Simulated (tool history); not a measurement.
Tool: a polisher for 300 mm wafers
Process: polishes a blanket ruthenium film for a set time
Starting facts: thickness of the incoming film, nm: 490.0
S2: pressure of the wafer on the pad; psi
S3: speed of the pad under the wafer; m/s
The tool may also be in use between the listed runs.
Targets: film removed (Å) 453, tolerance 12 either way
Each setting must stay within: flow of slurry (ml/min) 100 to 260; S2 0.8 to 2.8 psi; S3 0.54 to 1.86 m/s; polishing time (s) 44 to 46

run 1 hour=0 | flow_of_slurry_(ml/min)=165 S2=1.8 S3=1.18 polishing_time_(s)=44 | film_removed_(Å)=565.49
run 2 hour=7.7 | flow_of_slurry_(ml/min)=165 S2=1.6 S3=1.18 polishing_time_(s)=44 | film_removed_(Å)=526.66
run 3 hour=13.9 | flow_of_slurry_(ml/min)=165 S2=1.6 S3=1.18 polishing_time_(s)=46 | film_removed_(Å)=548.47
run 4 hour=20.8 | flow_of_slurry_(ml/min)=165 S2=1.6 S3=1.3 polishing_time_(s)=46 | film_removed_(Å)=595.41
run 5 hour=22 | flow_of_slurry_(ml/min)=160 S2=1.5 S3=1.3 polishing_time_(s)=46 | film_removed_(Å)=574.25
run 6 hour=27.1 | flow_of_slurry_(ml/min)=160 S2=1.5 S3=1.3 polishing_time_(s)=46 | film_removed_(Å)=566.38
-- hour=28.3 worn pad replaced by a new one
run 7 hour=28.3 | flow_of_slurry_(ml/min)=155 S2=1.4 S3=1.3 polishing_time_(s)=46 | film_removed_(Å)=602.82
run 8 hour=32.3 | flow_of_slurry_(ml/min)=175 S2=1.3 S3=1.3 polishing_time_(s)=46 | film_removed_(Å)=592.62

Consider the 5 candidate settings below. Which is the only one whose results all fall within their allowed miss of target?
run A hour=36.3 | flow_of_slurry_(ml/min)=185 S2=1.4 S3=1.78 polishing_time_(s)=46 | film_removed_(Å)=?
run B hour=36.3 | flow_of_slurry_(ml/min)=175 S2=1.5 S3=0.94 polishing_time_(s)=44 | film_removed_(Å)=?
run C hour=36.3 | flow_of_slurry_(ml/min)=180 S2=1.3 S3=1.14 polishing_time_(s)=44 | film_removed_(Å)=?
run D hour=36.3 | flow_of_slurry_(ml/min)=195 S2=1.6 S3=1.66 polishing_time_(s)=46 | film_removed_(Å)=?
run E hour=36.3 | flow_of_slurry_(ml/min)=200 S2=1 S3=1.14 polishing_time_(s)=44 | film_removed_(Å)=?

move=A film_removed_(Å)=833.89
move=B film_removed_(Å)=455.52
move=C film_removed_(Å)=498.08
move=D film_removed_(Å)=858.61
move=E film_removed_(Å)=431.72
A: misses by more than the last run did
B: every result within its allowed miss
C: nearer the targets than the last run, but a result is still out of spec
D: misses by more than the last run did
E: carries the result that was furthest off beyond its target, to the other side
Move B is the one to make.

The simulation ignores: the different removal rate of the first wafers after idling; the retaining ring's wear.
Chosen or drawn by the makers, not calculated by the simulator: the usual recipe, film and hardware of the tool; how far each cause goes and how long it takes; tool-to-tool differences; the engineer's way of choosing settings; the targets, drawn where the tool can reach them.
